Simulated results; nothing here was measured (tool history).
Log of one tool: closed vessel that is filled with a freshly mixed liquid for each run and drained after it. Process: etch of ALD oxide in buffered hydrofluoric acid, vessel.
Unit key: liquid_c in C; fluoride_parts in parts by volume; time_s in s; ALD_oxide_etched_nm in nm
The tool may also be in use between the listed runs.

| run | hour | liquid_c | fluoride_parts | time_s | ALD_oxide_etched_nm |
|---|---|---|---|---|---|
| 1 | 0 | 21 | 17.5 | 100 | 85.543 |
| 2 | 6.9 | 21.5 | 17.5 | 100 | 88.164 |
| 3 | 13.4 | 22.5 | 17.5 | 100 | 92.493 |
| 4 | 16.1 | 20 | 17.5 | 100 | 81.249 |
| 5 | 20.8 | 20 | 17.5 | 100 | 81.011 |
| 6 | 29.1 | 20 | 17.5 | 100 | 79.963 |
| 7 | 35.5 | 20.5 | 17.5 | 100 | 83.836 |
| 8 | 42.3 | 21 | 17.5 | 100 | 85.458 |

Estimate the outcome of run 9 from the log above:
| 9 | 48 | 21.5 | 17.5 | 100 | ? |

ALD_oxide_etched_nm: 88.425 nm
